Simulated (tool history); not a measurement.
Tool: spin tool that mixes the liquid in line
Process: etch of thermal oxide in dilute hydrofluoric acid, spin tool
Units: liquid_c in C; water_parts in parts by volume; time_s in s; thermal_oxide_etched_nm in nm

run 1 hour=0 | liquid_c=25 water_parts=270 time_s=295 | thermal_oxide_etched_nm=4.1183
run 2 hour=7 | liquid_c=25 water_parts=270 time_s=315 | thermal_oxide_etched_nm=4.5117
run 3 hour=9.2 | liquid_c=28 water_parts=270 time_s=315 | thermal_oxide_etched_nm=4.9802
run 4 hour=10.8 | liquid_c=28 water_parts=185 time_s=315 | thermal_oxide_etched_nm=7.7044
run 5 hour=11.5 | liquid_c=28 water_parts=185 time_s=295 | thermal_oxide_etched_nm=7.2421
run 6 hour=15.6 | liquid_c=26.5 water_parts=185 time_s=295 | thermal_oxide_etched_nm=7.0599
run 7 hour=16.5 | liquid_c=27 water_parts=170 time_s=295 | thermal_oxide_etched_nm=7.9526

The next listed run, before its measurement:
run 8 hour=21.2 | liquid_c=27.5 water_parts=160 time_s=295 | thermal_oxide_etched_nm=?

thermal_oxide_etched_nm: 8.6743 nm
